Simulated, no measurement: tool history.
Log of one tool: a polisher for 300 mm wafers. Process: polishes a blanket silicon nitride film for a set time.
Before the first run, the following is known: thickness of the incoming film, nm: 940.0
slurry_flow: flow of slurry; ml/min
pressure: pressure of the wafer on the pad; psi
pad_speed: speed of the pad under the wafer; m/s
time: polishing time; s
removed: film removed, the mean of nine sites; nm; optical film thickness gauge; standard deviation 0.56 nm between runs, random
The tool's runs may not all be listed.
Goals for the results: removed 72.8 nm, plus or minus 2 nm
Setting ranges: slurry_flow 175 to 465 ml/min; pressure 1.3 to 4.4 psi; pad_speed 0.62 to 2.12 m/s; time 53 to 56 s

| run | hour | slurry_flow | pressure | pad_speed | time | removed |
|---|---|---|---|---|---|---|
| 1 | 0 | 295 | 2.8 | 1.36 | 53 | 97.186 |
| 2 | 4.5 | 295 | 2.8 | 1.36 | 56 | 103.19 |
| 3 | 7.3 | 235 | 2.8 | 1.36 | 56 | 99.009 |
| 4 | 8.5 | 235 | 3.3 | 1.36 | 56 | 116.02 |
| 5 | 9.5 | 235 | 2.9 | 1.36 | 56 | 102.25 |
| 6 | 14.7 | 225 | 2.6 | 1.36 | 56 | 91.135 |
| 7 | 22.4 | 215 | 2.4 | 1.36 | 56 | 84.335 |
| 8 | 24 | 210 | 2.3 | 1.36 | 56 | 82.084 |

Below are 5 possible settings for the next run. Only one of them brings all results inside the allowed miss of their targets. Which is it?
| A | 25.6 | 205 | 2.5 | 1.4 | 54 | ? |
| B | 25.6 | 215 | 2.8 | 1 | 53 | ? |
| C | 25.6 | 185 | 3 | 1.02 | 54 | ? |
| D | 25.6 | 220 | 2.3 | 1.3 | 56 | ? |
| E | 25.6 | 180 | 2.5 | 1.2 | 56 | ? |

| move | removed |
|---|---|
| A | 87.299 |
| B | 74.392 |
| C | 80.318 |
| D | 79.722 |
| E | 78.657 |
A: further off than the last run
B: every result within its allowed miss
C: closes in on the targets versus the last run, not all within tolerance yet
D: closes in on the targets versus the last run, not all within tolerance yet
E: closes in on the targets versus the last run, not all within tolerance yet
Correct choice: B, which meets every target
